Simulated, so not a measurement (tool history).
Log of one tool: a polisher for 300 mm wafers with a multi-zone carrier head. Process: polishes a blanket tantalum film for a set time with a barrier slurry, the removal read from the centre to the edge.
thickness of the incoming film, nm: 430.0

run	hour	flow of slurry (ml/min)	pressure of the head's centre zone	pressure of the head's middle zone	pressure of the head's edge zone	abrasive content of the slurry	polishing time (s)	film removed at the wafer's centre (angstrom)	film removed at mid-radius (angstrom)	film removed at the wafer's edge (angstrom)
1	0.0	255	1.00	1.00	1.00	1.00	78	1116.8	1165.3	1125.4
2	5.1	255	1.00	1.00	1.00	0.85	78	1082.6	1129.9	1076.5
3	8.2	255	1.00	1.00	0.96	0.85	78	1081.3	1162.8	1056.5
4	13.1	260	0.99	1.02	0.99	0.90	78	1091.3	1161.2	1091.2
5	19.0	285	0.99	1.02	0.99	0.90	78	1116.4	1214.1	1104.8
6	20.0	285	1.07	1.02	0.99	0.90	78	1197.6	1173.0	1117.9
7	26.4	295	1.04	1.03	1.02	0.95	78	1182.7	1183.9	1142.8

Run 8 comes next. What will it give?
8	29.2	300	1.02	1.04	1.04	1.00	78	?	?	?

Run 8 gave film removed at the wafer's centre (angstrom) 1183.3, film removed at mid-radius (angstrom) 1241.4, film removed at the wafer's edge (angstrom) 1163.1.
